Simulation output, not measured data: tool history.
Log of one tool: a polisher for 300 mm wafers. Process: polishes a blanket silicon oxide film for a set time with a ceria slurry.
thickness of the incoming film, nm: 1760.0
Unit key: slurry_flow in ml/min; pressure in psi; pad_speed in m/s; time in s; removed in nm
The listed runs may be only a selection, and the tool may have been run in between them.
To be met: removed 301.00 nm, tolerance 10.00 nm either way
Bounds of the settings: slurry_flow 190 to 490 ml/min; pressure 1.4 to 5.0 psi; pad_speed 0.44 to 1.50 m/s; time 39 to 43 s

run    day  slurry_flow  pressure  pad_speed  time  removed
  1  0.000          315       3.2       0.96    43   199.03
  2  0.117          315       3.2       0.96    43   198.78
  3  0.283          315       2.9       0.96    43   180.22
  4  0.450          315       3.1       0.96    43   190.50
  5  0.746          315       3.1       0.74    43   152.09
  6  0.896          315       3.3       0.76    43   165.88
  7  0.979          315       3.5       0.76    43   175.65
  8  1.225          320       4.4       0.86    43   245.94
  9  1.575          320       4.5       0.86    43   249.69
 10  1.796          325       5.0       0.90    43   290.76

Next run, 5 choices. One meets every target within its allowed miss, the rest don't. Which?
  A  2.017          345       4.2       1.22    42        ?
  B  2.017          340       5.0       0.92    43        ?
  C  2.017          400       5.0       0.84    43        ?
  D  2.017          335       5.0       1.02    43        ?
  E  2.017          270       5.0       0.88    42        ?

move  removed
   A   322.02
   B   299.63
   C   278.05
   D   329.67
   E   276.54
A: pushes the last run's worst result past its target
B: all results land within tolerance of their targets
C: its largest miss is bigger than the last run's
D: pushes the last run's worst result past its target
E: its largest miss is bigger than the last run's
B is the move that brings every result within its allowed miss.
